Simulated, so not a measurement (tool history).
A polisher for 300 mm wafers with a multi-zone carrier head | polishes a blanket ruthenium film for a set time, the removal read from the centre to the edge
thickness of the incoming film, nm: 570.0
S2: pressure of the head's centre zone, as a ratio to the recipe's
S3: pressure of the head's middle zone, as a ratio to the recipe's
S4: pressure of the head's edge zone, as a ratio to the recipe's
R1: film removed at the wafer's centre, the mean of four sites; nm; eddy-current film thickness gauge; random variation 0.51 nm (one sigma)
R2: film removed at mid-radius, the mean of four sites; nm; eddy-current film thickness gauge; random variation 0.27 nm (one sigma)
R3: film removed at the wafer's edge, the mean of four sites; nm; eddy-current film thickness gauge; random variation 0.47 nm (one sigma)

Run 1, hour 0.0: flow of slurry (ml/min) 155, S2 1.00, S3 1.00, S4 1.00, polishing time (s) 47. Result: R1 51.614 nm, R2 50.347 nm, R3 51.510 nm.
Run 2, hour 6.3: flow of slurry (ml/min) 150, S2 1.00, S3 0.98, S4 0.99, polishing time (s) 46. Result: R1 50.191 nm, R2 48.592 nm, R3 49.293 nm.
Run 3, hour 14.6: flow of slurry (ml/min) 145, S2 1.00, S3 0.96, S4 0.99, polishing time (s) 45. Result: R1 49.208 nm, R2 46.924 nm, R3 48.383 nm.
Run 4, hour 23.1: flow of slurry (ml/min) 105, S2 1.00, S3 0.96, S4 0.99, polishing time (s) 45. Result: R1 47.432 nm, R2 44.398 nm, R3 46.957 nm.
Run 5, hour 28.7: flow of slurry (ml/min) 105, S2 1.00, S3 0.96, S4 1.03, polishing time (s) 45. Result: R1 46.874 nm, R2 45.145 nm, R3 47.328 nm.
Run 6, hour 30.3: flow of slurry (ml/min) 105, S2 1.00, S3 0.94, S4 1.02, polishing time (s) 45. Result: R1 46.644 nm, R2 44.091 nm, R3 47.410 nm.
Run 7, hour 35.8: flow of slurry (ml/min) 105, S2 1.00, S3 0.93, S4 1.01, polishing time (s) 45. Result: R1 47.195 nm, R2 43.669 nm, R3 47.235 nm.
Run 8, hour 43.8: flow of slurry (ml/min) 105, S2 1.00, S3 0.93, S4 1.01, polishing time (s) 45. Result: R1 46.321 nm, R2 43.019 nm, R3 46.538 nm.
Run 9, hour 50.2: flow of slurry (ml/min) 105, S2 1.00, S3 0.92, S4 1.00, polishing time (s) 45. Result: R1 47.198 nm, R2 42.667 nm, R3 47.331 nm.
Run 10, hour 56.9: flow of slurry (ml/min) 105, S2 1.00, S3 0.92, S4 0.99, polishing time (s) 44. Result: R1 45.533 nm, R2 42.134 nm, R3 45.737 nm.

Forecast run 11:
Run 11, hour 63.7: flow of slurry (ml/min) 105, S2 1.00, S3 0.91, S4 0.98, polishing time (s) 44. Result: R1 ?, R2 ?, R3 ?.

{"run 11": {"R1": 46.603, "R2": 41.885, "R3": 45.246}}
